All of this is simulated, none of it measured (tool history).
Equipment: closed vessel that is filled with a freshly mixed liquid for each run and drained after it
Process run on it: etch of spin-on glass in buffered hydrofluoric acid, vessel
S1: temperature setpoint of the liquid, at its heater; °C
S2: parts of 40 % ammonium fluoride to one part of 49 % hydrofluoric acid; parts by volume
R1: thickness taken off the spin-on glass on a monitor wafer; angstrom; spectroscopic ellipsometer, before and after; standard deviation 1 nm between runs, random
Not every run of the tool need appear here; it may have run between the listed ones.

Run 1, hour 0.0: S1 23.0 °C, S2 11.0 parts by volume, time in the liquid (s) 105. Result: R1 2213.3 angstrom.
Run 2, hour 7.7: S1 22.0 °C, S2 11.5 parts by volume, time in the liquid (s) 105. Result: R1 2021.1 angstrom.
Run 3, hour 13.5: S1 22.0 °C, S2 9.0 parts by volume, time in the liquid (s) 105. Result: R1 2489.0 angstrom.
Run 4, hour 16.2: S1 21.0 °C, S2 9.5 parts by volume, time in the liquid (s) 105. Result: R1 2278.5 angstrom.
Run 5, hour 20.2: S1 20.5 °C, S2 10.0 parts by volume, time in the liquid (s) 105. Result: R1 2105.7 angstrom.
Run 6, hour 24.7: S1 20.5 °C, S2 10.0 parts by volume, time in the liquid (s) 105. Result: R1 2132.9 angstrom.

The next listed run, before its measurement:
Run 7, hour 26.6: S1 20.0 °C, S2 10.5 parts by volume, time in the liquid (s) 105. Result: R1 ?.

{"run 7": {"R1": 1999.6}}
